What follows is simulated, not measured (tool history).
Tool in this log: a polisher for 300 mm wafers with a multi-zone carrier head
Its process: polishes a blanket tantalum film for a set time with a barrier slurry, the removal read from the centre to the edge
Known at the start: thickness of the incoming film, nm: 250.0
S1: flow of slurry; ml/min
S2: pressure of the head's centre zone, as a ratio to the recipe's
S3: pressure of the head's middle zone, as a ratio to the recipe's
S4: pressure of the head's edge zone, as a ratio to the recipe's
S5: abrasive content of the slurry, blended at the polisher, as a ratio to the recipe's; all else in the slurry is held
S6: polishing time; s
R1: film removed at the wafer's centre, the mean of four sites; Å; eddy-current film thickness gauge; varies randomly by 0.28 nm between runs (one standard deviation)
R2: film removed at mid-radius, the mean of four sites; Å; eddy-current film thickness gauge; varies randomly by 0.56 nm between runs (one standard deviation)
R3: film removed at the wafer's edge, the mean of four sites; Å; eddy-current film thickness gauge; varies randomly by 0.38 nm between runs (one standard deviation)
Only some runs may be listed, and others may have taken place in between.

| run | hour | S1 | S2 | S3 | S4 | S5 | S6 | R1 | R2 | R3 |
|---|---|---|---|---|---|---|---|---|---|---|
| 1 | 0.0 | 150 | 1.00 | 1.00 | 1.00 | 1.00 | 48 | 866.99 | 847.77 | 846.82 |
| 2 | 3.7 | 150 | 1.00 | 1.00 | 1.00 | 1.00 | 41 | 734.30 | 727.40 | 714.01 |
| 3 | 11.8 | 150 | 0.99 | 0.99 | 0.98 | 0.95 | 39 | 682.68 | 678.05 | 668.77 |
| 4 | 19.1 | 150 | 0.99 | 1.04 | 0.98 | 0.95 | 39 | 681.43 | 713.15 | 677.36 |
| 5 | 21.3 | 130 | 0.99 | 1.04 | 0.98 | 0.95 | 39 | 659.64 | 669.16 | 655.17 |
| 6 | 25.2 | 130 | 0.91 | 1.04 | 0.98 | 0.95 | 39 | 601.30 | 665.25 | 649.02 |
| 7 | 30.3 | 130 | 0.91 | 1.03 | 0.96 | 0.90 | 38 | 580.58 | 649.79 | 626.74 |
| 8 | 34.4 | 130 | 0.92 | 1.02 | 0.95 | 0.85 | 37 | 559.53 | 618.49 | 591.61 |

Estimate the outcome of run 9 from the log above:
| 9 | 38.6 | 120 | 0.91 | 0.92 | 0.85 | 0.60 | 29 | ? | ? | ? |

{"run 9": {"R1": 364.08, "R2": 373.89, "R3": 382.46}}
